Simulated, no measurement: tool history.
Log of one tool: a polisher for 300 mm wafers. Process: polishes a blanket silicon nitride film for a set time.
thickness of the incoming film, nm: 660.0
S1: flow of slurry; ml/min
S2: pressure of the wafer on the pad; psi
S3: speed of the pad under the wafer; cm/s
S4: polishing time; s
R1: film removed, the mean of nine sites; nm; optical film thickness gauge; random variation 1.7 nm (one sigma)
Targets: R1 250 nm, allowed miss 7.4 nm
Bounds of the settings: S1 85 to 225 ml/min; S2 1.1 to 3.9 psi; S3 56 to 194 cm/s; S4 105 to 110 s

| run | day | S1 | S2 | S3 | S4 | R1 |
|---|---|---|---|---|---|---|
| 1 | 0 | 145 | 2.5 | 124 | 105 | 163.91 |
| 2 | 0.2 | 145 | 2.5 | 112 | 105 | 152.83 |
| 3 | 0.558 | 155 | 2.8 | 112 | 105 | 169.05 |
| 4 | 0.612 | 155 | 2.8 | 112 | 105 | 167.96 |
| 5 | 0.867 | 130 | 2.8 | 112 | 105 | 164.01 |
| 6 | 1.058 | 140 | 3.1 | 112 | 105 | 185.32 |
| 7 | 1.092 | 140 | 3.1 | 112 | 105 | 186.11 |
| 8 | 1.221 | 145 | 3.3 | 112 | 105 | 197.39 |
| 9 | 1.588 | 150 | 3.5 | 114 | 105 | 211.43 |
| 10 | 1.892 | 150 | 3.6 | 116 | 105 | 224.64 |
| 11 | 1.967 | 150 | 3.7 | 116 | 105 | 225.63 |
| 12 | 2.15 | 150 | 3.8 | 118 | 105 | 235.09 |
| 13 | 2.429 | 150 | 3.8 | 120 | 105 | 240.02 |

5 next moves are on the table. One of them brings every result within its allowed miss. Which?
| A | 2.708 | 140 | 3.9 | 100 | 110 | ? |
| B | 2.708 | 180 | 3.8 | 104 | 105 | ? |
| C | 2.708 | 135 | 3.3 | 170 | 105 | ? |
| D | 2.708 | 135 | 3.9 | 120 | 109 | ? |
| E | 2.708 | 150 | 3.7 | 116 | 105 | ? |

| move | R1 |
|---|---|
| A | 220.95 |
| B | 219.11 |
| C | 272.44 |
| D | 252.07 |
| E | 227.65 |
A: further off than the last run
B: further off than the last run
C: takes the result that was furthest off past its target
D: meets every target
E: further off than the last run
Move D is the one to make.
